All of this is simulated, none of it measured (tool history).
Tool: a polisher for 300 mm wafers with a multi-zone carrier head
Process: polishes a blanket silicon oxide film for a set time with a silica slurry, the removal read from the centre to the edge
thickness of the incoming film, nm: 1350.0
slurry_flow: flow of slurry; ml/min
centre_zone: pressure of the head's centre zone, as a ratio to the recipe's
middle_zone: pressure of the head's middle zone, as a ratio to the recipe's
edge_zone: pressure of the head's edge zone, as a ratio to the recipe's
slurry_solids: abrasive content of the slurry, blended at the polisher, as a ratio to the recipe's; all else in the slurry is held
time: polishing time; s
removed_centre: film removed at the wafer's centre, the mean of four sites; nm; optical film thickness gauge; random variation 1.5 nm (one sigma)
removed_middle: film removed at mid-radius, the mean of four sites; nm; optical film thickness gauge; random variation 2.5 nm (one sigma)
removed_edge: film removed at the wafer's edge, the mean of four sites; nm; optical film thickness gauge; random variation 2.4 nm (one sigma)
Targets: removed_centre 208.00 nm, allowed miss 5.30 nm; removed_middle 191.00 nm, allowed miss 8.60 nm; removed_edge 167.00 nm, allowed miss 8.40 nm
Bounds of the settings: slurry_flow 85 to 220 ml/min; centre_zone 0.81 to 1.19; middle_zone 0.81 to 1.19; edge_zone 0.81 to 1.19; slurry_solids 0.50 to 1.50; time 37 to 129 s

run 1 hour=0.0 | slurry_flow=140 centre_zone=1.00 middle_zone=1.00 edge_zone=1.00 slurry_solids=1.00 time=83 | removed_centre=331.48 removed_middle=323.82 removed_edge=320.05
run 2 hour=6.8 | slurry_flow=160 centre_zone=1.00 middle_zone=1.00 edge_zone=1.00 slurry_solids=1.00 time=83 | removed_centre=339.19 removed_middle=334.98 removed_edge=329.39
run 3 hour=13.3 | slurry_flow=160 centre_zone=1.00 middle_zone=1.00 edge_zone=1.00 slurry_solids=1.00 time=69 | removed_centre=287.04 removed_middle=286.48 removed_edge=277.98
run 4 hour=16.5 | slurry_flow=160 centre_zone=1.00 middle_zone=0.93 edge_zone=1.00 slurry_solids=1.00 time=69 | removed_centre=283.14 removed_middle=268.64 removed_edge=268.00
run 5 hour=20.3 | slurry_flow=160 centre_zone=1.08 middle_zone=0.93 edge_zone=1.00 slurry_solids=1.00 time=69 | removed_centre=304.91 removed_middle=262.38 removed_edge=274.67
run 6 hour=25.3 | slurry_flow=160 centre_zone=1.00 middle_zone=0.93 edge_zone=1.00 slurry_solids=1.00 time=69 | removed_centre=281.87 removed_middle=267.35 removed_edge=276.17
run 7 hour=33.0 | slurry_flow=150 centre_zone=1.02 middle_zone=0.95 edge_zone=0.95 slurry_solids=0.85 time=66 | removed_centre=247.23 removed_middle=230.39 removed_edge=232.02
run 8 hour=33.5 | slurry_flow=150 centre_zone=1.05 middle_zone=0.99 edge_zone=0.91 slurry_solids=0.75 time=65 | removed_centre=229.43 removed_middle=216.19 removed_edge=206.05
run 9 hour=41.8 | slurry_flow=140 centre_zone=1.07 middle_zone=1.01 edge_zone=0.88 slurry_solids=0.70 time=65 | removed_centre=216.30 removed_middle=205.96 removed_edge=192.39
run 10 hour=50.5 | slurry_flow=135 centre_zone=1.10 middle_zone=1.02 edge_zone=0.86 slurry_solids=0.70 time=65 | removed_centre=220.19 removed_middle=205.13 removed_edge=184.34
run 11 hour=57.4 | slurry_flow=100 centre_zone=1.12 middle_zone=1.01 edge_zone=0.81 slurry_solids=0.65 time=65 | removed_centre=193.98 removed_middle=175.35 removed_edge=161.86
run 12 hour=58.5 | slurry_flow=105 centre_zone=1.12 middle_zone=1.02 edge_zone=0.81 slurry_solids=0.65 time=65 | removed_centre=196.27 removed_middle=175.27 removed_edge=165.46
run 13 hour=61.2 | slurry_flow=110 centre_zone=1.13 middle_zone=1.04 edge_zone=0.81 slurry_solids=0.65 time=65 | removed_centre=202.30 removed_middle=186.89 removed_edge=160.42

Which of these 5 next moves meets every target?
run A hour=63.9 | slurry_flow=110 centre_zone=1.19 middle_zone=0.95 edge_zone=0.87 slurry_solids=0.70 time=62 | removed_centre=? removed_middle=? removed_edge=?
run B hour=63.9 | slurry_flow=105 centre_zone=1.10 middle_zone=1.06 edge_zone=0.85 slurry_solids=0.70 time=61 | removed_centre=? removed_middle=? removed_edge=?
run C hour=63.9 | slurry_flow=105 centre_zone=1.18 middle_zone=1.09 edge_zone=0.86 slurry_solids=0.70 time=61 | removed_centre=? removed_middle=? removed_edge=?
run D hour=63.9 | slurry_flow=115 centre_zone=1.09 middle_zone=1.18 edge_zone=0.81 slurry_solids=0.70 time=58 | removed_centre=? removed_middle=? removed_edge=?
run E hour=63.9 | slurry_flow=105 centre_zone=1.12 middle_zone=1.02 edge_zone=0.83 slurry_solids=0.60 time=68 | removed_centre=? removed_middle=? removed_edge=?

move=A removed_centre=212.27 removed_middle=172.41 removed_edge=165.34
move=B removed_centre=190.43 removed_middle=183.54 removed_edge=159.20
move=C removed_centre=203.98 removed_middle=187.88 removed_edge=159.97
move=D removed_centre=185.26 removed_middle=196.61 removed_edge=150.71
move=E removed_centre=188.71 removed_middle=173.00 removed_edge=153.51
A: brings the result that was furthest off to its target, and leaves another outside
B: further off than the last run
C: meets every target
D: further off than the last run
E: further off than the last run
Answer: C
